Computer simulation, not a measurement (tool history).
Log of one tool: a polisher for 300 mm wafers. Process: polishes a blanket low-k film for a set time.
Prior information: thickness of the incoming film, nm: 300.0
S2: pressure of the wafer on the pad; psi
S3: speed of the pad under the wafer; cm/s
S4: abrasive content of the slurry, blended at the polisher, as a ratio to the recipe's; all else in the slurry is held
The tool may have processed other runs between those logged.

{"run": 1, "hour": 0.0, "flow of slurry (ml/min)": 240, "S2": 1.5, "S3": 104, "S4": 1, "polishing time (s)": 101, "film removed (nm)": 37.532}
{"run": 2, "hour": 4.6, "flow of slurry (ml/min)": 240, "S2": 1.3, "S3": 104, "S4": 1, "polishing time (s)": 101, "film removed (nm)": 32.792}
{"run": 3, "hour": 11.9, "flow of slurry (ml/min)": 240, "S2": 1.3, "S3": 104, "S4": 0.85, "polishing time (s)": 101, "film removed (nm)": 30.581}
{"run": 4, "hour": 18.6, "flow of slurry (ml/min)": 240, "S2": 1.3, "S3": 104, "S4": 0.85, "polishing time (s)": 106, "film removed (nm)": 32.32}
{"run": 5, "hour": 25.1, "flow of slurry (ml/min)": 245, "S2": 1.5, "S3": 104, "S4": 0.85, "polishing time (s)": 106, "film removed (nm)": 36.695}
{"run": 6, "hour": 30.8, "flow of slurry (ml/min)": 220, "S2": 1.5, "S3": 104, "S4": 0.85, "polishing time (s)": 106, "film removed (nm)": 36.885}
{"run": 7, "hour": 33.0, "flow of slurry (ml/min)": 220, "S2": 1.6, "S3": 104, "S4": 0.85, "polishing time (s)": 106, "film removed (nm)": 39.125}

The next listed run, before its measurement:
{"run": 8, "hour": 39.2, "flow of slurry (ml/min)": 220, "S2": 1.7, "S3": 104, "S4": 0.85, "polishing time (s)": 106, "film removed (nm)": "?"}

film removed (nm): 41.745
